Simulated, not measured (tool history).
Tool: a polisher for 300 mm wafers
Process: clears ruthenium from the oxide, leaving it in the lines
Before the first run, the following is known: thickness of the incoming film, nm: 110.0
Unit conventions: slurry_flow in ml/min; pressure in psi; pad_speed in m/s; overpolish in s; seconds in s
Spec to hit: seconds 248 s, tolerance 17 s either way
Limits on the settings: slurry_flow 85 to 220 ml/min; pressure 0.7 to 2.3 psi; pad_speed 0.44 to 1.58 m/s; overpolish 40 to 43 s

{"run": 1, "hour": 0.0, "slurry_flow": 140, "pressure": 1.5, "pad_speed": 1, "overpolish": 40, "seconds": 114.55}
{"run": 2, "hour": 6.4, "slurry_flow": 140, "pressure": 1.7, "pad_speed": 1, "overpolish": 40, "seconds": 100.41}
{"run": 3, "hour": 8.5, "slurry_flow": 140, "pressure": 1.5, "pad_speed": 0.94, "overpolish": 40, "seconds": 116.68}
{"run": 4, "hour": 12.7, "slurry_flow": 115, "pressure": 1.5, "pad_speed": 0.94, "overpolish": 40, "seconds": 127.93}
{"run": 5, "hour": 15.8, "slurry_flow": 100, "pressure": 1.5, "pad_speed": 0.94, "overpolish": 40, "seconds": 126.67}
{"run": 6, "hour": 24.1, "slurry_flow": 100, "pressure": 1.5, "pad_speed": 0.78, "overpolish": 40, "seconds": 150.32}
{"hour": 32.6, "done": "slurry nozzle cleaned"}
{"run": 7, "hour": 32.6, "slurry_flow": 100, "pressure": 1.3, "pad_speed": 0.76, "overpolish": 40, "seconds": 176.41}
{"run": 8, "hour": 37.3, "slurry_flow": 100, "pressure": 1.2, "pad_speed": 0.74, "overpolish": 40, "seconds": 192.16}
{"run": 9, "hour": 38.5, "slurry_flow": 100, "pressure": 1.1, "pad_speed": 0.74, "overpolish": 40, "seconds": 206.22}
{"run": 10, "hour": 42.0, "slurry_flow": 100, "pressure": 0.8, "pad_speed": 0.7, "overpolish": 40, "seconds": 304.08}

Pick the move, out of 5, that brings all results within their allowed miss; only one does.
{"run": "A", "hour": 45.5, "slurry_flow": 110, "pressure": 0.7, "pad_speed": 0.5, "overpolish": 43, "seconds": "?"}
{"run": "B", "hour": 45.5, "slurry_flow": 115, "pressure": 0.8, "pad_speed": 0.52, "overpolish": 40, "seconds": "?"}
{"run": "C", "hour": 45.5, "slurry_flow": 95, "pressure": 0.7, "pad_speed": 0.62, "overpolish": 40, "seconds": "?"}
{"run": "D", "hour": 45.5, "slurry_flow": 85, "pressure": 0.7, "pad_speed": 0.54, "overpolish": 43, "seconds": "?"}
{"run": "E", "hour": 45.5, "slurry_flow": 100, "pressure": 0.8, "pad_speed": 0.84, "overpolish": 40, "seconds": "?"}

move=A seconds=456.66
move=B seconds=384.62
move=C seconds=384.47
move=D seconds=449.99
move=E seconds=250.51
A: further off than the last run
B: further off than the last run
C: further off than the last run
D: further off than the last run
E: in spec on every target
So the answer is move E, the one that meets all the targets.
